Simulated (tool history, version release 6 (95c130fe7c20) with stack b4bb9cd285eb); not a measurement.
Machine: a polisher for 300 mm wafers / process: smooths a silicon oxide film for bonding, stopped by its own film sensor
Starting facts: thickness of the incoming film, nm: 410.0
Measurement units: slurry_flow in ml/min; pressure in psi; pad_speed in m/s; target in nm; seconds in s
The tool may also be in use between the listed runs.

Run 1, day 0.000: slurry_flow 160 ml/min, pressure 2.8 psi, pad_speed 1.00 m/s, slurry_solids 1.00, target 357 nm. Result: seconds 51.353 s.
Run 2, day 0.154: slurry_flow 180 ml/min, pressure 2.8 psi, pad_speed 1.00 m/s, slurry_solids 1.00, target 357 nm. Result: seconds 50.715 s.
Run 3, day 0.525: slurry_flow 180 ml/min, pressure 2.6 psi, pad_speed 0.94 m/s, slurry_solids 1.00, target 357 nm. Result: seconds 57.896 s.
Run 4, day 0.733: slurry_flow 180 ml/min, pressure 2.6 psi, pad_speed 0.94 m/s, slurry_solids 0.85, target 357 nm. Result: seconds 67.566 s.
Run 5, day 0.758: slurry_flow 160 ml/min, pressure 2.6 psi, pad_speed 0.94 m/s, slurry_solids 0.85, target 357 nm. Result: seconds 68.054 s.
Run 6, day 0.862: slurry_flow 160 ml/min, pressure 2.4 psi, pad_speed 0.94 m/s, slurry_solids 0.85, target 357 nm. Result: seconds 72.282 s.

Run 7 has not been measured yet. What should we expect?
Run 7, day 1.012: slurry_flow 160 ml/min, pressure 2.2 psi, pad_speed 0.92 m/s, slurry_solids 0.85, target 357 nm. Result: seconds ?.

{"run 7": {"seconds": 79.58}}
